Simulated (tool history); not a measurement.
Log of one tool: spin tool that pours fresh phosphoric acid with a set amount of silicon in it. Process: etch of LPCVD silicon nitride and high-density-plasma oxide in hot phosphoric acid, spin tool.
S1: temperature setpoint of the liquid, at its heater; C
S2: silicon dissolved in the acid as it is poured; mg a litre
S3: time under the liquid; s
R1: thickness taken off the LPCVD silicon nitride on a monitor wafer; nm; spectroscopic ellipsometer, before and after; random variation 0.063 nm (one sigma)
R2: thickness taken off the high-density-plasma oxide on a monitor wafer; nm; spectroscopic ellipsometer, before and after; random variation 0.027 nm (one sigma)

{"run": 1, "hour": 0.0, "S1": 161, "S2": 10, "S3": 95, "R1": 7.6821, "R2": 0.61737}
{"run": 2, "hour": 6.2, "S1": 161, "S2": 13, "S3": 100, "R1": 8.0759, "R2": 0.55526}
{"run": 3, "hour": 12.9, "S1": 161, "S2": 13, "S3": 80, "R1": 6.3492, "R2": 0.46683}
{"run": 4, "hour": 15.1, "S1": 161, "S2": 13, "S3": 65, "R1": 5.2289, "R2": 0.36601}
{"run": 5, "hour": 19.1, "S1": 161, "S2": 13, "S3": 80, "R1": 6.45, "R2": 0.48465}
{"run": 6, "hour": 25.4, "S1": 161, "S2": 15.5, "S3": 85, "R1": 6.7932, "R2": 0.4837}
{"run": 7, "hour": 32.7, "S1": 161, "S2": 17.5, "S3": 90, "R1": 7.2623, "R2": 0.46936}

The next listed run, before its measurement:
{"run": 8, "hour": 35.5, "S1": 161.5, "S2": 19, "S3": 95, "R1": "?", "R2": "?"}

Run 8 gave R1 7.8351 nm, R2 0.46094 nm.
